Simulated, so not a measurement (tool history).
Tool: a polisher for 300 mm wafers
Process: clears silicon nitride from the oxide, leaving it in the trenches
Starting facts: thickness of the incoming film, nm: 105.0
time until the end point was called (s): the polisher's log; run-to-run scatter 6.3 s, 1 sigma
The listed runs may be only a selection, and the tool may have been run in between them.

run	hour	flow of slurry (ml/min)	pressure of the wafer on the pad (psi)	speed of the pad under the wafer (m/s)	overpolish time after the end point (s)	time until the end point was called (s)
1	0.0	305	2.5	1.28	3	126.72
2	2.8	305	2.5	1.28	3	126.28
3	11.0	305	2.5	1.02	3	164.12
4	14.9	305	2.3	0.98	3	183.76
5	21.2	305	2.1	0.94	3	205.02
6	22.9	305	1.9	0.90	3	234.26
7	23.9	305	1.8	0.88	3	250.24
8	25.2	305	1.7	0.86	3	275.91
9	32.6	305	1.6	0.86	3	291.35

Run 10 has not been measured yet. What should we expect?
10	41.5	305	1.5	0.86	3	?

{"run 10": {"time until the end point was called (s)": 316.75}}
